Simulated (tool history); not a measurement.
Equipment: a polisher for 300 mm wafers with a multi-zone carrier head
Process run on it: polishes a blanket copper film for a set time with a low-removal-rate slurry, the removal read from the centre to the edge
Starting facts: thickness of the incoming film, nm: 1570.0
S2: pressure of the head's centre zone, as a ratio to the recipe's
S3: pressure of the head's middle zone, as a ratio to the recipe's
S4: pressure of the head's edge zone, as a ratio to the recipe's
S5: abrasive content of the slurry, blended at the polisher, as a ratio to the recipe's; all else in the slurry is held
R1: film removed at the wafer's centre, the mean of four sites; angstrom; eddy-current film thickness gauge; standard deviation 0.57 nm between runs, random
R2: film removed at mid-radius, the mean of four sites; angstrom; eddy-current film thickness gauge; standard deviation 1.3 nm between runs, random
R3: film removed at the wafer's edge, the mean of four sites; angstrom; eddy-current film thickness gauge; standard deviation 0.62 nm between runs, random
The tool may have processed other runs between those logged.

Run 1, hour 0: flow of slurry (ml/min) 265, S2 1, S3 1, S4 1, S5 1, polishing time (s) 37. Result: R1 753.83 angstrom, R2 772.08 angstrom, R3 751.58 angstrom.
Run 2, hour 4.7: flow of slurry (ml/min) 285, S2 1.05, S3 1.03, S4 1, S5 1.05, polishing time (s) 37. Result: R1 822.14 angstrom, R2 796.49 angstrom, R3 759.79 angstrom.
Run 3, hour 7: flow of slurry (ml/min) 300, S2 1.07, S3 1.06, S4 1, S5 1.1, polishing time (s) 37. Result: R1 852.68 angstrom, R2 846.89 angstrom, R3 788.94 angstrom.
Run 4, hour 12.1: flow of slurry (ml/min) 315, S2 1.09, S3 1.07, S4 0.98, S5 1.1, polishing time (s) 37. Result: R1 875.46 angstrom, R2 848.49 angstrom, R3 794.37 angstrom.
Run 5, hour 16.1: flow of slurry (ml/min) 315, S2 1.09, S3 1, S4 0.98, S5 1.1, polishing time (s) 37. Result: R1 877.88 angstrom, R2 810.96 angstrom, R3 770.15 angstrom.
Run 6, hour 20.6: flow of slurry (ml/min) 285, S2 1.09, S3 1, S4 0.98, S5 1.1, polishing time (s) 37. Result: R1 859.26 angstrom, R2 791.18 angstrom, R3 774.14 angstrom.
Run 7, hour 23.8: flow of slurry (ml/min) 315, S2 1.1, S3 1.02, S4 0.96, S5 1.1, polishing time (s) 37. Result: R1 887.81 angstrom, R2 826.1 angstrom, R3 780.9 angstrom.
Run 8, hour 25.9: flow of slurry (ml/min) 335, S2 1.11, S3 1.03, S4 0.94, S5 1.1, polishing time (s) 37. Result: R1 911.57 angstrom, R2 826.39 angstrom, R3 775.29 angstrom.
Run 9, hour 29.2: flow of slurry (ml/min) 350, S2 1.11, S3 1.05, S4 0.93, S5 1.1, polishing time (s) 37. Result: R1 899.8 angstrom, R2 848.49 angstrom, R3 777.65 angstrom.

The next listed run, before its measurement:
Run 10, hour 35.9: flow of slurry (ml/min) 355, S2 1.12, S3 1.06, S4 0.92, S5 1.1, polishing time (s) 37. Result: R1 ?, R2 ?, R3 ?.

R1: 911.44 angstrom
R2: 858.64 angstrom
R3: 766.66 angstrom
